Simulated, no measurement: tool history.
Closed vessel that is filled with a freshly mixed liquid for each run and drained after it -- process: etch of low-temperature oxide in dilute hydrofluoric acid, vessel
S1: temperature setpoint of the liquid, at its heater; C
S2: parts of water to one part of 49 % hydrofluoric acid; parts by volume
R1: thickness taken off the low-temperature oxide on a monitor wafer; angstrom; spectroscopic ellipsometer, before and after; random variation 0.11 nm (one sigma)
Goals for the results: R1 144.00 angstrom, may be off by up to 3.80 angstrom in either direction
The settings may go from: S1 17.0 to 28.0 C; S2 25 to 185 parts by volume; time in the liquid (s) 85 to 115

run 1 hour=0.0 | S1=20.0 S2=105 time_in_the_liquid_(s)=115 | R1=227.13
run 2 hour=3.7 | S1=20.0 S2=120 time_in_the_liquid_(s)=115 | R1=194.99
run 3 hour=6.3 | S1=21.0 S2=120 time_in_the_liquid_(s)=115 | R1=204.15
run 4 hour=10.3 | S1=21.0 S2=95 time_in_the_liquid_(s)=115 | R1=261.84
run 5 hour=13.1 | S1=20.0 S2=105 time_in_the_liquid_(s)=115 | R1=223.87
run 6 hour=17.3 | S1=23.0 S2=105 time_in_the_liquid_(s)=115 | R1=254.81
run 7 hour=21.9 | S1=23.0 S2=105 time_in_the_liquid_(s)=115 | R1=255.56
run 8 hour=24.5 | S1=21.5 S2=115 time_in_the_liquid_(s)=115 | R1=215.87
run 9 hour=32.1 | S1=20.5 S2=120 time_in_the_liquid_(s)=115 | R1=195.77
run 10 hour=35.3 | S1=19.5 S2=125 time_in_the_liquid_(s)=115 | R1=183.64
run 11 hour=40.8 | S1=17.0 S2=145 time_in_the_liquid_(s)=115 | R1=138.90

Of the 5 settings listed for the next run, only one would bring every result within its allowed miss of target. Which one?
run A hour=46.3 | S1=19.0 S2=140 time_in_the_liquid_(s)=105 | R1=?
run B hour=46.3 | S1=20.0 S2=145 time_in_the_liquid_(s)=115 | R1=?
run C hour=46.3 | S1=17.0 S2=150 time_in_the_liquid_(s)=115 | R1=?
run D hour=46.3 | S1=17.5 S2=135 time_in_the_liquid_(s)=115 | R1=?
run E hour=46.3 | S1=22.0 S2=150 time_in_the_liquid_(s)=95 | R1=?

move=A R1=142.75
move=B R1=156.33
move=C R1=133.18
move=D R1=153.29
move=E R1=134.37
A: meets every target
B: carries the result that was furthest off beyond its target, to the other side
C: lands further from the targets than the last run did
D: carries the result that was furthest off beyond its target, to the other side
E: lands further from the targets than the last run did
Answer: A
